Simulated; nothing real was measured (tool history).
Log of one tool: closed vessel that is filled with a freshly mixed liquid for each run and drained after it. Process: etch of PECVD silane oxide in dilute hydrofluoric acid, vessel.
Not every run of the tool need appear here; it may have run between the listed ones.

run  hour  temperature setpoint of the liquid (K)  parts of water to one part of 49 % hydrofluoric acid (parts by volume)  time in the liquid (s)  thickness taken off the PECVD silane oxide on a monitor wafer (angstrom)
  1   0.0                                  296.15                                                                     115                     100                                                                    347.78
  2   2.8                                  296.15                                                                     140                     100                                                                    279.70
  3   9.6                                  297.65                                                                     130                     100                                                                    317.92
  4  17.5                                  295.65                                                                     130                     100                                                                    299.05
  5  25.8                                  295.65                                                                     165                     100                                                                    227.37
  6  28.0                                  292.15                                                                     165                     100                                                                    195.80
  7  29.4                                  294.15                                                                     145                     100                                                                    249.60

For run 8, what comes out?
  8  34.2                                  295.65                                                                     130                     100                                                                         ?

thickness taken off the PECVD silane oxide on a monitor wafer (angstrom): 298.87
